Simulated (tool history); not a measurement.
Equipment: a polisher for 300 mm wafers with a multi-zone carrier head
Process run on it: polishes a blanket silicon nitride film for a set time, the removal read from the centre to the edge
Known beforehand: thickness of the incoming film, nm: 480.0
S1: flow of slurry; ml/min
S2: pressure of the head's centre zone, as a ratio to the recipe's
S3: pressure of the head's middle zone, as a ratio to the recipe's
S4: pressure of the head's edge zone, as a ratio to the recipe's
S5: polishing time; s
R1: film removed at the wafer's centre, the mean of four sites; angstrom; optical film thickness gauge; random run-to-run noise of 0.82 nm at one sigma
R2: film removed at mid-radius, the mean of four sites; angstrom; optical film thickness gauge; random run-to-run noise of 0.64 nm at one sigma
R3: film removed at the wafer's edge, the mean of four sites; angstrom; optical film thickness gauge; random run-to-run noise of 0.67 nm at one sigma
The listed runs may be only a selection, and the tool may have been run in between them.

| run | hour | S1 | S2 | S3 | S4 | S5 | R1 | R2 | R3 |
|---|---|---|---|---|---|---|---|---|---|
| 1 | 0 | 265 | 1 | 1 | 1 | 77 | 1283.8 | 1301.3 | 1266.7 |
| 2 | 4 | 230 | 1 | 1 | 1 | 77 | 1273.8 | 1268.6 | 1239.2 |
| 3 | 6 | 215 | 1 | 0.98 | 0.95 | 63 | 1007.4 | 1028.6 | 969.4 |
| 4 | 12.9 | 215 | 0.95 | 0.98 | 0.95 | 63 | 971.03 | 998.1 | 957.83 |
| 5 | 15.4 | 215 | 0.95 | 0.98 | 0.95 | 70 | 1090.3 | 1131.8 | 1074.9 |
| 6 | 19.2 | 215 | 0.95 | 0.98 | 0.95 | 88 | 1358.4 | 1412.1 | 1368.7 |

Run 7 has not been measured yet. What should we expect?
|  | 26.3 | edge zone pressure recalibrated |
| 7 | 26.3 | 200 | 0.96 | 0.94 | 0.91 | 73 | ? | ? | ? |

R1: 1128.3 angstrom
R2: 1105 angstrom
R3: 1162.2 angstrom
